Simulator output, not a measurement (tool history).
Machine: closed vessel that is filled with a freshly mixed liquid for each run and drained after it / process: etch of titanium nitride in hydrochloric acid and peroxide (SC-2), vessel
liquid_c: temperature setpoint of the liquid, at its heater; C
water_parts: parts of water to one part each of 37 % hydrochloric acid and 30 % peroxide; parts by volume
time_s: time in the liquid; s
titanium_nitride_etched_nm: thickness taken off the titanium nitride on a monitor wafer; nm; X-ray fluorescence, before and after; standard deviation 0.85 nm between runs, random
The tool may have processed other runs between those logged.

run  hour  liquid_c  water_parts  time_s  titanium_nitride_etched_nm
  1     0        53          7.5    2525                       77.66
  2     7        54          7.5    2525                      81.181
  3   8.6        55          7.5    2525                      86.407
  4    16      60.5          7.5    2525                       121.5
  5  24.7      55.5          7.5    2525                      88.511
     31.8  -- thermometer replaced
  6  31.8        62          7.5    2525                      118.52
  7  36.4        61          7.5    2525                      108.79

What does the tool deliver on the next run?
  8  38.9        61          7.5    2525                           ?

Logged for run 8: titanium_nitride_etched_nm 110.11 nm.
